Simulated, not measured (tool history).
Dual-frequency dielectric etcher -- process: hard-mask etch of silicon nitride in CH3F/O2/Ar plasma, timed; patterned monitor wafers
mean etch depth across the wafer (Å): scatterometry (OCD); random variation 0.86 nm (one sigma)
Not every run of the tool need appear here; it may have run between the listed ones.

run	day	source power (kW)	bias power (kW)	etch time (s)	mean etch depth across the wafer (Å)
1	0	0.5	0.08	258	2096.3
2	0.071	0.5	0.066	258	2001.7
3	0.45	0.54	0.066	258	2046.7
4	0.483	0.58	0.07	258.5	2143.7
5	0.658	0.58	0.075	258.5	2176.3
# day 0.833: bias power generator calibrated
6	0.833	0.52	0.075	258.5	2060.7
7	0.888	0.56	0.076	258.5	2135.7

Run 8 is up next; what results do you expect?
8	1.058	0.66	0.079	258.5	?

Run 8 came out at mean etch depth across the wafer (Å) 2311.6.

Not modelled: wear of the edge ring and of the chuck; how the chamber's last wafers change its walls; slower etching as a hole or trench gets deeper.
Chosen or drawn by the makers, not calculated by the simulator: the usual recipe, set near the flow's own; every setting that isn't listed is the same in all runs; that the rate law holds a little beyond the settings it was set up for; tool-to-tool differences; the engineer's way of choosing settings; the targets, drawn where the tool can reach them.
